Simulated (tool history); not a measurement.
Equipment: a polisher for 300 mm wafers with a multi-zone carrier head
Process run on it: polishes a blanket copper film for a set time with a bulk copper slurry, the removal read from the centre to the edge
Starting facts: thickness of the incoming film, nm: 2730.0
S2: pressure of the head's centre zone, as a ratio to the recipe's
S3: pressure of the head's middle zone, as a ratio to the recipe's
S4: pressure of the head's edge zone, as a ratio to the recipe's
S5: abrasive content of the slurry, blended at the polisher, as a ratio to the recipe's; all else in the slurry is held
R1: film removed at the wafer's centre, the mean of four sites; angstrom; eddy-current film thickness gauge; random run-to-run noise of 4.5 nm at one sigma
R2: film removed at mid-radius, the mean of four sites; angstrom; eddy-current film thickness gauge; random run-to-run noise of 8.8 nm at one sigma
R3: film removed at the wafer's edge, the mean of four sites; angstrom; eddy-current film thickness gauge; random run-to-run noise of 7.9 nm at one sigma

run 1 hour=0 | flow_of_slurry_(ml/min)=275 S2=1 S3=1 S4=1 S5=1 polishing_time_(s)=63 | R1=4373.5 R2=4381.5 R3=4251.3
run 2 hour=1 | flow_of_slurry_(ml/min)=280 S2=1.02 S3=1.04 S4=1.02 S5=1.15 polishing_time_(s)=64 | R1=4651.1 R2=4758.5 R3=4576.7
run 3 hour=3.1 | flow_of_slurry_(ml/min)=280 S2=1.1 S3=1.04 S4=1.02 S5=1.15 polishing_time_(s)=64 | R1=4991.6 R2=4886.2 R3=4488.4
run 4 hour=8.4 | flow_of_slurry_(ml/min)=280 S2=1.1 S3=1.11 S4=1.02 S5=1.15 polishing_time_(s)=64 | R1=5010.6 R2=5109.1 R3=4577.7
run 5 hour=15.1 | flow_of_slurry_(ml/min)=285 S2=1.11 S3=1.13 S4=1.04 S5=1.25 polishing_time_(s)=64 | R1=5116.1 R2=5430.6 R3=4760.2
run 6 hour=17.8 | flow_of_slurry_(ml/min)=325 S2=1.11 S3=1.13 S4=1.04 S5=1.25 polishing_time_(s)=64 | R1=5339.1 R2=5373.6 R3=4747.3
run 7 hour=24.9 | flow_of_slurry_(ml/min)=325 S2=1.11 S3=1.14 S4=1.06 S5=1.3 polishing_time_(s)=64 | R1=5326.6 R2=5295.3 R3=4877.9

The next listed run, before its measurement:
run 8 hour=32.3 | flow_of_slurry_(ml/min)=315 S2=1.11 S3=1.15 S4=1.06 S5=1.35 polishing_time_(s)=65 | R1=? R2=? R3=?

R1: 5376.5 angstrom
R2: 5564.2 angstrom
R3: 4920.1 angstrom

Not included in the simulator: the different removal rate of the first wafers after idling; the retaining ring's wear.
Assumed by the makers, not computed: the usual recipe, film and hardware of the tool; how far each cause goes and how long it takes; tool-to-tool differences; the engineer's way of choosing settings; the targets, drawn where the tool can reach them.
